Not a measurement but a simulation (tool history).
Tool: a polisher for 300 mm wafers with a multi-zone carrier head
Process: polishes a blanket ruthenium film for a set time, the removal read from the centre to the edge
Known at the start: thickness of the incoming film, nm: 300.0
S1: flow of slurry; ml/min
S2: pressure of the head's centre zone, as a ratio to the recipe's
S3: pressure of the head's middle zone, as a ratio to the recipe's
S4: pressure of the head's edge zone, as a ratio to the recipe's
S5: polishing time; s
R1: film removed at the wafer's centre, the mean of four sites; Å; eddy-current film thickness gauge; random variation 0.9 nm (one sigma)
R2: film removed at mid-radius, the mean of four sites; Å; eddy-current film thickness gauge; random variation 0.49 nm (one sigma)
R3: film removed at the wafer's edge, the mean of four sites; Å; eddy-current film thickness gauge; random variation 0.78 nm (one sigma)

Run 1, hour 0: S1 310 ml/min, S2 1, S3 1, S4 1, S5 54 s. Result: R1 497.15 Å, R2 480.02 Å, R3 490.4 Å.
Run 2, hour 2.4: S1 315 ml/min, S2 1.04, S3 0.98, S4 1.03, S5 57 s. Result: R1 567.51 Å, R2 493.28 Å, R3 537.58 Å.
Run 3, hour 9.1: S1 320 ml/min, S2 1.06, S3 0.99, S4 1.06, S5 58 s. Result: R1 572.57 Å, R2 510.44 Å, R3 549.88 Å.
Run 4, hour 15.2: S1 325 ml/min, S2 1.08, S3 0.98, S4 1.07, S5 60 s. Result: R1 608.2 Å, R2 512.86 Å, R3 566.74 Å.
Run 5, hour 19.9: S1 325 ml/min, S2 1.01, S3 0.98, S4 1.07, S5 60 s. Result: R1 566.42 Å, R2 517.29 Å, R3 575.13 Å.
Run 6, hour 27.2: S1 325 ml/min, S2 1.04, S3 0.97, S4 1.08, S5 62 s. Result: R1 612.67 Å, R2 533.32 Å, R3 595.7 Å.

The next listed run, before its measurement:
Run 7, hour 33.5: S1 325 ml/min, S2 1.06, S3 0.96, S4 1.09, S5 63 s. Result: R1 ?, R2 ?, R3 ?.

Run 7 gave R1 625.01 Å, R2 539.53 Å, R3 599.81 Å.
